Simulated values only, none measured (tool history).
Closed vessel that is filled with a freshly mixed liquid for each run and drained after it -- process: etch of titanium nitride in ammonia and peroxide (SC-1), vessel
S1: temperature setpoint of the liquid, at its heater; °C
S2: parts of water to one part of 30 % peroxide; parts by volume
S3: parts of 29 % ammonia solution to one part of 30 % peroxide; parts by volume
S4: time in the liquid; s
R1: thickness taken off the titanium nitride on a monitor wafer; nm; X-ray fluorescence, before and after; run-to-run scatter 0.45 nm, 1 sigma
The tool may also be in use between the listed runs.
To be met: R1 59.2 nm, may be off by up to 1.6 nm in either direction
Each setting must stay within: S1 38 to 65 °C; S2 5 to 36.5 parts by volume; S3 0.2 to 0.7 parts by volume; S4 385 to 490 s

run,day,S1,S2,S3,S4,R1
1,0,49,20.5,0.4,490,26.468
2,0.292,49,20.5,0.4,385,20.683
3,0.529,49,14.5,0.4,385,25.386
4,0.817,52.5,14.5,0.4,385,32.531
5,1.175,52.5,14.5,0.4,385,32.01
6,1.258,52.5,14.5,0.4,385,32.634
7,1.388,55.5,14.5,0.4,385,40.195
8,1.75,57.5,14.5,0.4,385,45.956
9,1.838,58.5,14.5,0.4,385,48.486
10,2.092,59.5,14.5,0.4,385,51.13
11,2.175,60.5,14.5,0.4,385,55.706

Pick the move, out of 5, that brings all results within their allowed miss; only one does.
A,2.258,60,21.5,0.45,475,?
B,2.258,59.5,15,0.3,475,?
C,2.258,59,15,0.2,465,?
D,2.258,56.5,12,0.45,435,?
E,2.258,58,17.5,0.35,470,?

move,R1
A,53.64
B,58.772
C,51.525
D,53.68
E,49.781
A: its largest miss is bigger than the last run's
B: all results land within tolerance of their targets
C: its largest miss is bigger than the last run's
D: its largest miss is bigger than the last run's
E: its largest miss is bigger than the last run's
So the answer is move B, the one that meets all the targets.
